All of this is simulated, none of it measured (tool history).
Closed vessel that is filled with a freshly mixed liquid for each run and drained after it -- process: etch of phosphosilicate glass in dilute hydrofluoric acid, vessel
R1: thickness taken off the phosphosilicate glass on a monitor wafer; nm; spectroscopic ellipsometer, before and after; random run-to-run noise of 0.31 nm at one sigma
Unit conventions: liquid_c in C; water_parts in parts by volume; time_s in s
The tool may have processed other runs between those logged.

run 1 day=0 | liquid_c=24 water_parts=155 time_s=30 | R1=22.326
run 2 day=0.338 | liquid_c=26.5 water_parts=140 time_s=30 | R1=27.558
run 3 day=0.496 | liquid_c=23.5 water_parts=140 time_s=30 | R1=24.196
run 4 day=0.721 | liquid_c=23.5 water_parts=95 time_s=30 | R1=38.556
run 5 day=0.788 | liquid_c=23.5 water_parts=95 time_s=30 | R1=37.739
run 6 day=0.975 | liquid_c=24.5 water_parts=95 time_s=30 | R1=40.227
run 7 day=1.188 | liquid_c=25 water_parts=95 time_s=30 | R1=41.032

Run 8 comes next. What will it give?
run 8 day=1.242 | liquid_c=25.5 water_parts=95 time_s=30 | R1=?

Run 8 measured R1 40.786 nm.
